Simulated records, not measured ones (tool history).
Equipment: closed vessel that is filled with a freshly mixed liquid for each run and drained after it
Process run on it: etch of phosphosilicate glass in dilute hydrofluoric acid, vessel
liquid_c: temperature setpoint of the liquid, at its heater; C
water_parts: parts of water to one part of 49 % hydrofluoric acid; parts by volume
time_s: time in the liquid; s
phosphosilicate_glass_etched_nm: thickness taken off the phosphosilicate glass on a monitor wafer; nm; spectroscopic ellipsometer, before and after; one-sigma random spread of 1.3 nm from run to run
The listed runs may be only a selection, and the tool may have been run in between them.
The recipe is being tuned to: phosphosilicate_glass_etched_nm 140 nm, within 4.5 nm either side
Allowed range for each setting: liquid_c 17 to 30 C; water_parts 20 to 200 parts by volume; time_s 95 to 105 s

run,hour,liquid_c,water_parts,time_s,phosphosilicate_glass_etched_nm
1,0,22,110,95,78.181
2,6.1,23,105,95,85.117
3,13.1,24,100,95,92.131
4,19.1,27.5,100,95,106.72
5,27.4,29.5,100,95,114.52
# hour 35.1: thermometer replaced
6,35.1,30,100,95,108.27
7,41.5,30,95,95,114.24
8,47.4,30,90,95,119.32
9,50.8,30,85,95,129.15

Consider the 5 candidate settings below. Which is the only one whose results all fall within their allowed miss of target?
A,54.2,29.5,90,95,?
B,54.2,30,90,95,?
C,54.2,26,75,105,?
D,54.2,30,90,100,?
E,54.2,24.5,75,105,?

move,phosphosilicate_glass_etched_nm
A,119.77
B,122.06
C,141.56
D,128.49
E,133.33
A: further off than the last run
B: further off than the last run
C: all results land within tolerance of their targets
D: further off than the last run
E: nearer the targets than the last run, but a result is still out of spec
The right move is C.
